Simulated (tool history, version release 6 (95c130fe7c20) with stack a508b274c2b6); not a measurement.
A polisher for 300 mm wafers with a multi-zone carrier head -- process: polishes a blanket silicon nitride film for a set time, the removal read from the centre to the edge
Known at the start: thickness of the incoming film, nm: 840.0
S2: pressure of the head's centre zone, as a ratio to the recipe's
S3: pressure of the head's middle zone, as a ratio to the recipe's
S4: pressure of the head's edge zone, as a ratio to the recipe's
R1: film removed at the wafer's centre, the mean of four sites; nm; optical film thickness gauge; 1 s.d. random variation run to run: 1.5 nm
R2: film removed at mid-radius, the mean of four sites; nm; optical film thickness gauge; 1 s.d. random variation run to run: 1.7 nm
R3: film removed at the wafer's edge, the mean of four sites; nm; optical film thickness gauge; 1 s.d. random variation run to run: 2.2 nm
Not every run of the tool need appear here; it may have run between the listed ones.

Run 1, day 0: flow of slurry (ml/min) 205, S2 1, S3 1, S4 1, polishing time (s) 65. Result: R1 142.84 nm, R2 146.04 nm, R3 150.82 nm.
Run 2, day 0.171: flow of slurry (ml/min) 205, S2 1, S3 1, S4 0.95, polishing time (s) 65. Result: R1 143.48 nm, R2 145.86 nm, R3 143.41 nm.
Run 3, day 0.425: flow of slurry (ml/min) 205, S2 0.95, S3 1, S4 0.95, polishing time (s) 65. Result: R1 135.38 nm, R2 145.93 nm, R3 146.13 nm.
Run 4, day 0.671: flow of slurry (ml/min) 205, S2 0.95, S3 1, S4 1.02, polishing time (s) 65. Result: R1 136.79 nm, R2 147.92 nm, R3 150.78 nm.
Run 5, day 1.008: flow of slurry (ml/min) 205, S2 0.95, S3 1, S4 0.95, polishing time (s) 65. Result: R1 137.33 nm, R2 147.09 nm, R3 145.66 nm.
Run 6, day 1.225: flow of slurry (ml/min) 185, S2 0.95, S3 1, S4 0.95, polishing time (s) 65. Result: R1 133.5 nm, R2 145.33 nm, R3 145.95 nm.

Predict the results of run 7:
Run 7, day 1.308: flow of slurry (ml/min) 195, S2 1.02, S3 1.02, S4 1, polishing time (s) 71. Result: R1 ?, R2 ?, R3 ?.

Run 7 gave R1 159.25 nm, R2 158.92 nm, R3 163.74 nm.

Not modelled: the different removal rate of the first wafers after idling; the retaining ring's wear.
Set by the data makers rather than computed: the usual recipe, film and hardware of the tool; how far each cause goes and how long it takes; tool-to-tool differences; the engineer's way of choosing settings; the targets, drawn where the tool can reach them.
